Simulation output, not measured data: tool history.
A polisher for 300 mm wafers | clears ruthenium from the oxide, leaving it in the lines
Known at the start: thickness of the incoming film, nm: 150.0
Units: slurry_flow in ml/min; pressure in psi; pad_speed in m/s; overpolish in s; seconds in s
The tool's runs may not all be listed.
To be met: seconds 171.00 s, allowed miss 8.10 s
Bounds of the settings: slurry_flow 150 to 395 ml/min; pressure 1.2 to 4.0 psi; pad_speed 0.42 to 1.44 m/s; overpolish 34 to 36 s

run 1 hour=0.0 | slurry_flow=250 pressure=2.6 pad_speed=0.92 overpolish=34 | seconds=141.77
run 2 hour=1.3 | slurry_flow=250 pressure=3.0 pad_speed=0.92 overpolish=34 | seconds=124.83
run 3 hour=3.4 | slurry_flow=250 pressure=3.0 pad_speed=0.92 overpolish=36 | seconds=125.35
run 4 hour=6.2 | slurry_flow=250 pressure=2.9 pad_speed=0.92 overpolish=36 | seconds=128.85
run 5 hour=7.3 | slurry_flow=250 pressure=2.5 pad_speed=0.92 overpolish=36 | seconds=144.98
run 6 hour=16.1 | slurry_flow=250 pressure=2.5 pad_speed=0.92 overpolish=34 | seconds=148.84
run 7 hour=23.5 | slurry_flow=250 pressure=2.4 pad_speed=0.92 overpolish=34 | seconds=156.00
run 8 hour=30.7 | slurry_flow=250 pressure=2.3 pad_speed=0.92 overpolish=34 | seconds=158.45
-- hour=36.1 worn pad replaced by a new one
run 9 hour=36.1 | slurry_flow=250 pressure=2.2 pad_speed=0.92 overpolish=34 | seconds=162.75

5 next moves are on the table. One of them brings every result within its allowed miss. Which?
run A hour=41.5 | slurry_flow=310 pressure=1.7 pad_speed=1.10 overpolish=35 | seconds=?
run B hour=41.5 | slurry_flow=260 pressure=2.7 pad_speed=0.76 overpolish=34 | seconds=?
run C hour=41.5 | slurry_flow=210 pressure=2.4 pad_speed=0.72 overpolish=35 | seconds=?
run D hour=41.5 | slurry_flow=215 pressure=2.4 pad_speed=0.94 overpolish=36 | seconds=?
run E hour=41.5 | slurry_flow=255 pressure=2.0 pad_speed=1.10 overpolish=34 | seconds=?

move=A seconds=168.63
move=B seconds=156.40
move=C seconds=189.62
move=D seconds=146.76
move=E seconds=147.27
A: meets every target
B: further off than the last run
C: takes the result that was furthest off past its target
D: further off than the last run
E: further off than the last run
Answer: A
